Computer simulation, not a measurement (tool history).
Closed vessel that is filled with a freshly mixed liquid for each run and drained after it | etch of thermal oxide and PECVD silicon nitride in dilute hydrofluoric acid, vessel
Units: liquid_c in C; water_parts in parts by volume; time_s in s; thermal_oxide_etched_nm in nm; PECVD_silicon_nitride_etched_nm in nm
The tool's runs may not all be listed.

run	hour	liquid_c	water_parts	time_s	thermal_oxide_etched_nm	PECVD_silicon_nitride_etched_nm
1	0.0	23.0	95	745	37.700	18.2490
2	6.2	23.0	105	720	32.516	15.9130
3	10.6	23.0	115	695	28.164	13.9730
4	16.8	23.0	140	695	22.241	11.5490
5	21.6	23.0	165	695	18.628	9.7938
6	29.0	23.0	140	695	22.587	11.5810
7	36.5	23.0	145	660	20.436	10.7090
8	41.8	22.5	150	635	18.523	9.6196
9	43.1	22.0	155	610	16.876	8.5982

Run 10 comes next. What will it give?
10	50.8	22.0	160	580	?	?

{"run 10": {"thermal_oxide_etched_nm": 15.468, "PECVD_silicon_nitride_etched_nm": 7.9252}}
